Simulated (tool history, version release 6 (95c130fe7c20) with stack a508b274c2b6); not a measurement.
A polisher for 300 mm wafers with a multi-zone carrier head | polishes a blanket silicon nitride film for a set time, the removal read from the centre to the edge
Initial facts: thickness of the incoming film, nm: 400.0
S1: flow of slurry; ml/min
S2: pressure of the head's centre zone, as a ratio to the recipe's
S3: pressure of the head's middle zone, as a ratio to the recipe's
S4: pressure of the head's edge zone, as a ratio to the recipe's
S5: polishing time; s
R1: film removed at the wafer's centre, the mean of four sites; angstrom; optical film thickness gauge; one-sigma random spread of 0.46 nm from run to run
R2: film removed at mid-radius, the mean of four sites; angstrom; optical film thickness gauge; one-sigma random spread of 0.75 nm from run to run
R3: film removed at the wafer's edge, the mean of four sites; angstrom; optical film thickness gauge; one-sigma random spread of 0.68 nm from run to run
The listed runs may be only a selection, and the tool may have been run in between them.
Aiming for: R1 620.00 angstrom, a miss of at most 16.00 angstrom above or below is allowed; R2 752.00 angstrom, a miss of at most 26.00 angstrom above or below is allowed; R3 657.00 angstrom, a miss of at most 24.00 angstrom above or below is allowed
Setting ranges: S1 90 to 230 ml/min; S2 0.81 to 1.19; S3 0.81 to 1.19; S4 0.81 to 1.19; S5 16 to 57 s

| run | hour | S1 | S2 | S3 | S4 | S5 | R1 | R2 | R3 |
|---|---|---|---|---|---|---|---|---|---|
| 1 | 0.0 | 150 | 1.00 | 1.00 | 1.00 | 36 | 962.13 | 984.26 | 969.71 |
| 2 | 4.1 | 150 | 1.08 | 1.00 | 1.00 | 36 | 1048.90 | 998.46 | 977.28 |
| 3 | 4.8 | 140 | 1.01 | 1.02 | 0.95 | 33 | 886.80 | 913.43 | 852.54 |
| 4 | 11.1 | 120 | 1.01 | 1.02 | 0.95 | 33 | 852.50 | 889.44 | 853.87 |
| 5 | 16.9 | 120 | 1.01 | 1.02 | 0.95 | 37 | 950.03 | 984.86 | 958.84 |
| 6 | 19.4 | 125 | 0.96 | 1.02 | 0.92 | 34 | 844.84 | 928.79 | 862.42 |
| 7 | 22.1 | 125 | 0.92 | 1.01 | 0.90 | 31 | 739.09 | 815.79 | 773.11 |
| 8 | 29.2 | 130 | 0.89 | 1.02 | 0.88 | 30 | 693.65 | 820.23 | 752.38 |
| 9 | 35.6 | 110 | 0.89 | 1.04 | 0.81 | 26 | 580.95 | 703.88 | 609.17 |
| 10 | 40.2 | 120 | 0.89 | 1.04 | 0.82 | 26 | 597.28 | 702.93 | 617.35 |

Next run, 4 choices. One meets every target within its allowed miss, the rest don't. Which?
| A | 44.8 | 105 | 0.88 | 1.04 | 0.81 | 28 | ? | ? | ? |
| B | 44.8 | 105 | 0.97 | 1.09 | 0.81 | 26 | ? | ? | ? |
| C | 44.8 | 140 | 0.96 | 1.07 | 0.81 | 25 | ? | ? | ? |
| D | 44.8 | 135 | 1.02 | 1.14 | 0.81 | 22 | ? | ? | ? |

| move | R1 | R2 | R3 |
|---|---|---|---|
| A | 615.70 | 751.65 | 658.87 |
| B | 630.92 | 726.11 | 611.39 |
| C | 635.17 | 722.15 | 608.80 |
| D | 590.51 | 666.82 | 533.02 |
A: in spec on every target
B: brings the last run's worst result on target, with another outside its allowed miss
C: moves away from the targets compared with the last run
D: moves away from the targets compared with the last run
Go with A: it meets all targets.
